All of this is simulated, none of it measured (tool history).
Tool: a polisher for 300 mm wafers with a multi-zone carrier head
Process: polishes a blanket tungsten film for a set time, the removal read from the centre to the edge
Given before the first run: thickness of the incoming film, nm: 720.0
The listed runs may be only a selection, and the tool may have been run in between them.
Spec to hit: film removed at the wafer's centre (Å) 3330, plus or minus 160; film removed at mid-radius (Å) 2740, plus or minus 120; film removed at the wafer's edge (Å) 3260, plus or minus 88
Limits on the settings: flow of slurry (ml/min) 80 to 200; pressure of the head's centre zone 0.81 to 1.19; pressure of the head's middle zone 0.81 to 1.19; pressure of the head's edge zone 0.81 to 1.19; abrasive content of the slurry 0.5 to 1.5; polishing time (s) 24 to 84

run,hour,flow of slurry (ml/min),pressure of the head's centre zone,pressure of the head's middle zone,pressure of the head's edge zone,abrasive content of the slurry,polishing time (s),film removed at the wafer's centre (Å),film removed at mid-radius (Å),film removed at the wafer's edge (Å)
1,0,130,1,1,1,1,54,2135.8,2103.6,2199.9
2,2.2,130,1,1,1,1.15,54,2203.1,2135.3,2260.7
3,5.5,110,1,1,1,1.15,54,2054.1,2082.6,2154
4,9.8,135,1.02,1,1.05,1.25,56,2367.2,2342.9,2420.9
5,10.7,155,1.03,0.94,1.08,1.35,59,2628.1,2407.1,2683.8
6,12.4,165,1.05,0.92,1.11,1.4,61,2749.7,2496.1,2859.4
7,15.1,170,1.08,0.91,1.12,1.45,63,2909.5,2546.8,3033.7
8,17.5,175,1.11,0.92,1.11,1.45,64,3082.3,2669.8,3009
9,23,180,1.12,0.91,1.13,1.45,65,3175,2715.7,3124.8
10,31.7,185,1.13,0.9,1.14,1.45,65,3199.2,2709.8,3187.5
# hour 38.1: slurry nozzle cleaned
11,38.1,190,1.14,0.9,1.14,1.45,65,3551.9,2914.3,3288.4
12,45.6,190,1.14,0.9,1.14,1.45,65,3470,2814.2,3355.4

Below are 4 possible settings for the next run. Only one of them brings all results inside the allowed miss of their targets. Which is it?
A,53.1,195,1.09,0.91,1.19,1.5,65,?,?,?
B,53.1,200,1.15,0.86,1.19,1.3,68,?,?,?
C,53.1,200,1.02,0.81,1.18,1.25,69,?,?,?
D,53.1,190,1.12,0.88,1.17,1.5,62,?,?,?

move,film removed at the wafer's centre (Å),film removed at mid-radius (Å),film removed at the wafer's edge (Å)
A,3431.6,2983.3,3372.6
B,3628.8,2899.7,3434.9
C,3361.9,2780.4,3444.6
D,3321.8,2757.9,3181.8
A: the biggest miss grows against the last run
B: the biggest miss grows against the last run
C: the biggest miss grows against the last run
D: every result lands within tolerance
D is the move that brings every result within its allowed miss.

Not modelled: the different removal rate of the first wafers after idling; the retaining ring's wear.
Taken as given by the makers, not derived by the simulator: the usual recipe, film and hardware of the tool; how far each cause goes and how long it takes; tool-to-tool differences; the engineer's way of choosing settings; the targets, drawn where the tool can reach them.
